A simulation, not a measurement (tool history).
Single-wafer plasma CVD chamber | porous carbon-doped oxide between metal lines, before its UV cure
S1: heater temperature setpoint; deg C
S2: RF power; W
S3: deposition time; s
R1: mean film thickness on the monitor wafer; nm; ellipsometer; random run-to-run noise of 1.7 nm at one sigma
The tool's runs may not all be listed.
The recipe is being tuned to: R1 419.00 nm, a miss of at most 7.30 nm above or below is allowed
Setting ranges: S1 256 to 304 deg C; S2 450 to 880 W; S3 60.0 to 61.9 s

| run | day | S1 | S2 | S3 | R1 |
|---|---|---|---|---|---|
| 1 | 0.000 | 280 | 665 | 60.0 | 365.03 |
| 2 | 0.042 | 280 | 590 | 60.0 | 337.16 |
| 3 | 0.350 | 275 | 610 | 60.1 | 358.02 |
| 4 | 0.521 | 275 | 610 | 61.9 | 366.27 |
| 5 | 0.588 | 271 | 620 | 61.9 | 381.76 |
| 6 | 0.912 | 271 | 620 | 60.0 | 370.39 |
|  | 0.938 | RF generator calibrated |
| 7 | 0.938 | 268 | 625 | 60.0 | 400.87 |
| 8 | 1.179 | 267 | 625 | 60.0 | 403.10 |
| 9 | 1.367 | 266 | 625 | 60.0 | 406.32 |
| 10 | 1.508 | 265 | 625 | 60.0 | 408.74 |

Which of these 4 next moves meets every target?
| A | 1.650 | 257 | 560 | 61.9 | ? |
| B | 1.650 | 271 | 660 | 60.0 | ? |
| C | 1.650 | 267 | 625 | 60.0 | ? |
| D | 1.650 | 266 | 680 | 60.4 | ? |

| move | R1 |
|---|---|
| A | 414.44 |
| B | 404.43 |
| C | 401.47 |
| D | 431.08 |
A: each result inside its tolerance
B: lands further from the targets than the last run did
C: lands further from the targets than the last run did
D: takes the result that was furthest off past its target
Correct choice: A, which meets every target
